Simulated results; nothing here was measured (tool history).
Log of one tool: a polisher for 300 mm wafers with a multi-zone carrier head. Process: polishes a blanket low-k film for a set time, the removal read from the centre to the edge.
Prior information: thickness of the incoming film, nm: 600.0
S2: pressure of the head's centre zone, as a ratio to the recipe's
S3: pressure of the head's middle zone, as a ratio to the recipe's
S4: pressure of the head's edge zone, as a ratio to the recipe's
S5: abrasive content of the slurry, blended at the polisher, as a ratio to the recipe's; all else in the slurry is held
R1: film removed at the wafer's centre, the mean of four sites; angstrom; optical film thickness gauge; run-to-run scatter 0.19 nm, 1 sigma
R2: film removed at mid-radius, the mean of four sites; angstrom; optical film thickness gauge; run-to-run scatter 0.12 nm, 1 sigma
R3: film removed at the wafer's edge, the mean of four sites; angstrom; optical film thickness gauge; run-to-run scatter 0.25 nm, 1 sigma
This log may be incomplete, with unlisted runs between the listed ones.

run 1 day=0 | flow_of_slurry_(ml/min)=320 S2=1 S3=1 S4=1 S5=1 polishing_time_(s)=58 | R1=297.38 R2=298.5 R3=307.58
run 2 day=0.162 | flow_of_slurry_(ml/min)=320 S2=0.94 S3=1 S4=1 S5=1 polishing_time_(s)=58 | R1=283.89 R2=295.31 R3=309.05
run 3 day=0.275 | flow_of_slurry_(ml/min)=315 S2=0.93 S3=0.95 S4=0.99 S5=0.85 polishing_time_(s)=52 | R1=225.24 R2=228.53 R3=249.57
run 4 day=0.379 | flow_of_slurry_(ml/min)=310 S2=0.93 S3=0.91 S4=0.98 S5=0.75 polishing_time_(s)=50 | R1=196.4 R2=190.89 R3=216.79
run 5 day=0.688 | flow_of_slurry_(ml/min)=310 S2=0.93 S3=0.91 S4=0.98 S5=0.7 polishing_time_(s)=50 | R1=188.68 R2=180.71 R3=204.83
run 6 day=0.921 | flow_of_slurry_(ml/min)=310 S2=0.9 S3=0.91 S4=0.98 S5=0.7 polishing_time_(s)=50 | R1=180.55 R2=181.12 R3=195.34

Run 7, settings as shown, results not yet in. Your forecast:
run 7 day=1.15 | flow_of_slurry_(ml/min)=290 S2=0.92 S3=0.81 S4=1 S5=0.5 polishing_time_(s)=43 | R1=? R2=? R3=?

Run 7 came out at R1 107.49 angstrom, R2 95.99 angstrom, R3 117.12 angstrom.
